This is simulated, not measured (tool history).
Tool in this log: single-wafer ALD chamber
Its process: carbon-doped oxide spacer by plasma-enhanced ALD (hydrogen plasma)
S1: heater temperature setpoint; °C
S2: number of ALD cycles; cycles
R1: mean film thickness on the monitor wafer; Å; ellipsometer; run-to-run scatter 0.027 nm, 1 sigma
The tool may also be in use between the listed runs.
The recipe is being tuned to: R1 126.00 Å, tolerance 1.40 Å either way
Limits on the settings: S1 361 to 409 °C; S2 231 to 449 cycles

| run | day | S1 | S2 | R1 |
|---|---|---|---|---|
| 1 | 0.000 | 385 | 340 | 166.56 |
| 2 | 0.338 | 385 | 325 | 159.08 |
| 3 | 0.717 | 385 | 313 | 153.07 |
| 4 | 1.029 | 385 | 303 | 148.23 |
| 5 | 1.117 | 376 | 303 | 148.11 |
| 6 | 1.404 | 370 | 303 | 148.61 |
| 7 | 1.583 | 370 | 294 | 144.02 |
| 8 | 1.892 | 370 | 242 | 118.32 |
| 9 | 1.988 | 370 | 245 | 120.25 |
| 10 | 2.183 | 370 | 247 | 120.98 |
| 11 | 2.279 | 370 | 249 | 121.97 |
| 12 | 2.500 | 370 | 250 | 122.62 |
| 13 | 2.875 | 370 | 251 | 122.54 |
| 14 | 3.258 | 370 | 251 | 123.03 |
|  | 3.579 | thermocouple changed; heater temperature recalibrated |
| 15 | 3.579 | 370 | 261 | 128.42 |

4 candidate next runs follow, results not yet known. Just one meets every target within its allowed miss. Identify it.
| A | 3.900 | 381 | 257 | ? |
| B | 3.900 | 379 | 251 | ? |
| C | 3.900 | 377 | 253 | ? |
| D | 3.900 | 364 | 249 | ? |

| move | R1 |
|---|---|
| A | 125.52 |
| B | 122.59 |
| C | 123.57 |
| D | 121.61 |
A: every result within its allowed miss
B: pushes the last run's worst result past its target
C: pushes the last run's worst result past its target
D: pushes the last run's worst result past its target
Answer: A

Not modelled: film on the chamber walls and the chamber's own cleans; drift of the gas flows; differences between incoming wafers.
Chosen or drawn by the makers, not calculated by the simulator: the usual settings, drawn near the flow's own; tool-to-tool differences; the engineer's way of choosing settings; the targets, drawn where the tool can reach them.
